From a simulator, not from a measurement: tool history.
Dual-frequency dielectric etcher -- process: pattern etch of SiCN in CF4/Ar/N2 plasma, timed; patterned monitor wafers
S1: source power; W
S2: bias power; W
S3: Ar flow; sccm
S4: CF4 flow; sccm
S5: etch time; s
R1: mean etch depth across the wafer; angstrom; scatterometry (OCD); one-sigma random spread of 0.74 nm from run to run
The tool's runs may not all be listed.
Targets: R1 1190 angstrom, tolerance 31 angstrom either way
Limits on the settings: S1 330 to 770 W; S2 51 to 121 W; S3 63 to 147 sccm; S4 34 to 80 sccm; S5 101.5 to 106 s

{"run": 1, "hour": 0.0, "S1": 550, "S2": 86, "S3": 105, "S4": 57, "S5": 101.5, "R1": 928.88}
{"run": 2, "hour": 2.4, "S1": 580, "S2": 87, "S3": 105, "S4": 57, "S5": 101.5, "R1": 960.66}
{"run": 3, "hour": 4.0, "S1": 650, "S2": 87, "S3": 105, "S4": 57, "S5": 101.5, "R1": 1055}
{"run": 4, "hour": 10.3, "S1": 670, "S2": 88, "S3": 105, "S4": 57, "S5": 101.5, "R1": 1061}
{"run": 5, "hour": 15.9, "S1": 670, "S2": 88, "S3": 105, "S4": 49, "S5": 101.5, "R1": 1041.2}
{"run": 6, "hour": 19.5, "S1": 670, "S2": 81, "S3": 105, "S4": 49, "S5": 101.5, "R1": 992.09}
{"run": 7, "hour": 25.0, "S1": 690, "S2": 84, "S3": 104, "S4": 49, "S5": 101.5, "R1": 1027.9}
{"run": 8, "hour": 33.9, "S1": 710, "S2": 86, "S3": 103, "S4": 49, "S5": 101.5, "R1": 1064.2}

Exercise: of the 5 proposed moves below, exactly one satisfies all targets within the stated allowed misses. Which move is it?
{"run": "A", "hour": 42.8, "S1": 660, "S2": 77, "S3": 102, "S4": 44, "S5": 105, "R1": "?"}
{"run": "B", "hour": 42.8, "S1": 740, "S2": 103, "S3": 105, "S4": 35, "S5": 105.5, "R1": "?"}
{"run": "C", "hour": 42.8, "S1": 760, "S2": 98, "S3": 96, "S4": 57, "S5": 102, "R1": "?"}
{"run": "D", "hour": 42.8, "S1": 700, "S2": 81, "S3": 115, "S4": 47, "S5": 103.5, "R1": "?"}
{"run": "E", "hour": 42.8, "S1": 770, "S2": 66, "S3": 123, "S4": 55, "S5": 103, "R1": "?"}

move=A R1=967.34
move=B R1=1188.1
move=C R1=1271.5
move=D R1=1016.1
move=E R1=967.73
A: moves away from the targets compared with the last run
B: all results land within tolerance of their targets
C: the result that was furthest off in the last run now lies on the other side of its target
D: moves away from the targets compared with the last run
E: moves away from the targets compared with the last run
The right move is B.

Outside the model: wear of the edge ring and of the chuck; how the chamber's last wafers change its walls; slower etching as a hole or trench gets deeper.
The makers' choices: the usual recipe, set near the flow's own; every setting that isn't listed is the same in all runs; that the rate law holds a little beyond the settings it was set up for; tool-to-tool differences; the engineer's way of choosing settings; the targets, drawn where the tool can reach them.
